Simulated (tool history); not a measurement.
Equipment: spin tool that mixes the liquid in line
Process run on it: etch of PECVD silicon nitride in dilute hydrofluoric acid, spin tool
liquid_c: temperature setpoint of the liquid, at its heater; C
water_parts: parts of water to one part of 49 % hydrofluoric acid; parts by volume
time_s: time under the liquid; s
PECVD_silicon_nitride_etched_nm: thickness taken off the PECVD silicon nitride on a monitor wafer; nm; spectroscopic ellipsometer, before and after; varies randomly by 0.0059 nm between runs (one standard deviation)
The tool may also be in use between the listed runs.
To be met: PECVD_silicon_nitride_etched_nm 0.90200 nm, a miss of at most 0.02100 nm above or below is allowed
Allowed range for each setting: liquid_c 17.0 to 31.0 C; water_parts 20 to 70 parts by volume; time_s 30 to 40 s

run	day	liquid_c	water_parts	time_s	PECVD_silicon_nitride_etched_nm
1	0.000	23.0	40	40	1.86970
2	0.025	23.0	30	40	2.48140
3	0.204	26.5	30	40	3.10190
4	0.308	26.5	30	40	3.10370
5	0.575	26.5	20	40	4.56990
# day 0.896: thermometer replaced
6	0.896	26.5	20	40	4.98400
7	1.133	24.0	25	40	3.46390
8	1.233	20.0	40	40	1.64040
9	1.404	17.0	55	40	0.99147

Below are 4 possible settings for the next run. Only one of them brings all results inside the allowed miss of their targets. Which is it?
A	1.575	19.0	60	40	?
B	1.575	17.0	60	40	?
C	1.575	21.5	65	30	?
D	1.575	17.0	50	35	?

move	PECVD_silicon_nitride_etched_nm
A	1.04530
B	0.90831
C	0.86161
D	0.94832
A: the biggest miss grows against the last run
B: every result within its allowed miss
C: carries the result that was furthest off beyond its target, to the other side
D: nearer the targets than the last run, but a result is still out of spec
The right move is B.
